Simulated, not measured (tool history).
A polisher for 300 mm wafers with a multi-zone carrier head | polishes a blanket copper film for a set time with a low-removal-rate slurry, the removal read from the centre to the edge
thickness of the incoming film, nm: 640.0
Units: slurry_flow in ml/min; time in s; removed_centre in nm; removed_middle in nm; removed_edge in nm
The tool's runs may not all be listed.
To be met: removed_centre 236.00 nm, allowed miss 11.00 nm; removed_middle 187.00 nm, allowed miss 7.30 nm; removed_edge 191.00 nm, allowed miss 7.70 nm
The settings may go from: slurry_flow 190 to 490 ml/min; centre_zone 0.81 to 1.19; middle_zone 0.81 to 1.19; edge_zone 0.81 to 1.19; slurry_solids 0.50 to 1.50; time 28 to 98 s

{"run": 1, "hour": 0.0, "slurry_flow": 315, "centre_zone": 1.0, "middle_zone": 1.0, "edge_zone": 1.0, "slurry_solids": 1.0, "time": 63, "removed_centre": 176.87, "removed_middle": 161.7, "removed_edge": 156.31}
{"run": 2, "hour": 2.4, "slurry_flow": 315, "centre_zone": 1.04, "middle_zone": 1.0, "edge_zone": 1.03, "slurry_solids": 1.15, "time": 64, "removed_centre": 191.28, "removed_middle": 164.56, "removed_edge": 159.76}
{"run": 3, "hour": 7.6, "slurry_flow": 315, "centre_zone": 1.05, "middle_zone": 0.99, "edge_zone": 1.05, "slurry_solids": 1.2, "time": 67, "removed_centre": 200.13, "removed_middle": 172.95, "removed_edge": 174.16}
{"run": 4, "hour": 15.7, "slurry_flow": 320, "centre_zone": 1.08, "middle_zone": 0.99, "edge_zone": 1.06, "slurry_solids": 1.25, "time": 68, "removed_centre": 215.44, "removed_middle": 178.63, "removed_edge": 179.11}
{"run": 5, "hour": 18.3, "slurry_flow": 330, "centre_zone": 1.1, "middle_zone": 0.99, "edge_zone": 1.08, "slurry_solids": 1.3, "time": 68, "removed_centre": 224.21, "removed_middle": 182.15, "removed_edge": 182.47}
{"run": 6, "hour": 23.0, "slurry_flow": 330, "centre_zone": 1.1, "middle_zone": 0.99, "edge_zone": 1.08, "slurry_solids": 1.3, "time": 53, "removed_centre": 173.47, "removed_middle": 139.03, "removed_edge": 143.49}
{"run": 7, "hour": 27.0, "slurry_flow": 335, "centre_zone": 1.12, "middle_zone": 1.0, "edge_zone": 1.1, "slurry_solids": 1.35, "time": 57, "removed_centre": 189.23, "removed_middle": 154.93, "removed_edge": 156.1}
{"run": 8, "hour": 35.1, "slurry_flow": 340, "centre_zone": 1.14, "middle_zone": 1.0, "edge_zone": 1.12, "slurry_solids": 1.4, "time": 60, "removed_centre": 209.67, "removed_middle": 164.8, "removed_edge": 165.3}
{"run": 9, "hour": 37.5, "slurry_flow": 340, "centre_zone": 1.14, "middle_zone": 1.0, "edge_zone": 1.13, "slurry_solids": 1.45, "time": 62, "removed_centre": 213.78, "removed_middle": 168.44, "removed_edge": 173.97}
{"run": 10, "hour": 42.8, "slurry_flow": 350, "centre_zone": 1.18, "middle_zone": 1.06, "edge_zone": 1.17, "slurry_solids": 1.5, "time": 67, "removed_centre": 240.01, "removed_middle": 192.56, "removed_edge": 194.49}

5 next moves are on the table. One of them brings every result within its allowed miss. Which?
{"run": "A", "hour": 48.1, "slurry_flow": 350, "centre_zone": 1.15, "middle_zone": 1.01, "edge_zone": 1.14, "slurry_solids": 1.3, "time": 69, "removed_centre": "?", "removed_middle": "?", "removed_edge": "?"}
{"run": "B", "hour": 48.1, "slurry_flow": 340, "centre_zone": 1.14, "middle_zone": 1.14, "edge_zone": 1.19, "slurry_solids": 1.5, "time": 65, "removed_centre": "?", "removed_middle": "?", "removed_edge": "?"}
{"run": "C", "hour": 48.1, "slurry_flow": 320, "centre_zone": 1.13, "middle_zone": 1.07, "edge_zone": 1.19, "slurry_solids": 1.5, "time": 70, "removed_centre": "?", "removed_middle": "?", "removed_edge": "?"}
{"run": "D", "hour": 48.1, "slurry_flow": 330, "centre_zone": 1.11, "middle_zone": 1.11, "edge_zone": 1.06, "slurry_solids": 1.45, "time": 65, "removed_centre": "?", "removed_middle": "?", "removed_edge": "?"}
{"run": "E", "hour": 48.1, "slurry_flow": 345, "centre_zone": 1.16, "middle_zone": 1.13, "edge_zone": 1.11, "slurry_solids": 1.5, "time": 67, "removed_centre": "?", "removed_middle": "?", "removed_edge": "?"}

move=A removed_centre=235.24 removed_middle=185.27 removed_edge=188.36
move=B removed_centre=225.93 removed_middle=198.90 removed_edge=186.28
move=C removed_centre=239.51 removed_middle=201.71 removed_edge=199.90
move=D removed_centre=217.69 removed_middle=192.53 removed_edge=174.02
move=E removed_centre=237.30 removed_middle=203.75 removed_edge=185.45
A: meets every target
B: further off than the last run
C: further off than the last run
D: brings the result that was furthest off to its target, and leaves another outside
E: further off than the last run
The right move is A.

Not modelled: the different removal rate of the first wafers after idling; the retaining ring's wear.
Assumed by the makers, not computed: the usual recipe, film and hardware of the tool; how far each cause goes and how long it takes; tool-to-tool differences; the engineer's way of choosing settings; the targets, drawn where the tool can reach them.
